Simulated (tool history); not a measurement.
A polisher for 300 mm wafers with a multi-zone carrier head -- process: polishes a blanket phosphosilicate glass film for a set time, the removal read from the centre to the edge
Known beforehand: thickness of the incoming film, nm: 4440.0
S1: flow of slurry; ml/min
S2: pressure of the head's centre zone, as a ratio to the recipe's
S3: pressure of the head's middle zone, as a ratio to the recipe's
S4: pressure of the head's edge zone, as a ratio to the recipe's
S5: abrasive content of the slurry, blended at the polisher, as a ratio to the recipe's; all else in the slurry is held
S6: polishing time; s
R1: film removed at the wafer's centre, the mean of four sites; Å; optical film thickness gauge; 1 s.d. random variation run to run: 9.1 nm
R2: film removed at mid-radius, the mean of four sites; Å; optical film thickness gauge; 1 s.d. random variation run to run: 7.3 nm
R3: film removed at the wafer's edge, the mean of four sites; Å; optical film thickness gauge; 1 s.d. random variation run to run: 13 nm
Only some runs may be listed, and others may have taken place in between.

run 1 day=0 | S1=240 S2=1 S3=1 S4=1 S5=1 S6=74 | R1=5276.8 R2=5241.6 R3=5408
run 2 day=0.162 | S1=240 S2=1.06 S3=1 S4=1 S5=1 S6=74 | R1=5530.4 R2=5238.5 R3=5420.4
run 3 day=0.504 | S1=240 S2=1.06 S3=1 S4=1.05 S5=1 S6=74 | R1=5517 R2=5255.2 R3=5364.5
run 4 day=0.762 | S1=240 S2=1.06 S3=1 S4=1.05 S5=1 S6=66 | R1=4972.2 R2=4768.4 R3=4719.2
run 5 day=0.892 | S1=240 S2=1.06 S3=1 S4=1.05 S5=1 S6=57 | R1=4365.8 R2=4060.2 R3=4195.8
run 6 day=1.088 | S1=205 S2=1.06 S3=1 S4=1.05 S5=1 S6=57 | R1=4207.8 R2=3918.2 R3=4087.9
run 7 day=1.417 | S1=215 S2=1.04 S3=0.98 S4=1.05 S5=1.15 S6=67 | R1=5155.2 R2=4799.1 R3=5113.9
run 8 day=1.696 | S1=220 S2=1.02 S3=0.97 S4=1.05 S5=1.25 S6=74 | R1=5766.8 R2=5453.2 R3=5696.1
run 9 day=1.729 | S1=155 S2=0.99 S3=0.94 S4=1.15 S5=1.5 S6=95 | R1=7016.8 R2=6802 R3=7631.3
run 10 day=1.95 | S1=185 S2=1 S3=0.95 S4=1.16 S5=1.5 S6=96 | R1=7423.1 R2=7194.7 R3=7865

Predict the results of run 11:
run 11 day=2.067 | S1=200 S2=1 S3=0.94 S4=1.17 S5=1.5 S6=98 | R1=? R2=? R3=?

For run 11 the tool returned R1 7601.2 Å, R2 7492.6 Å, R3 8549.4 Å.
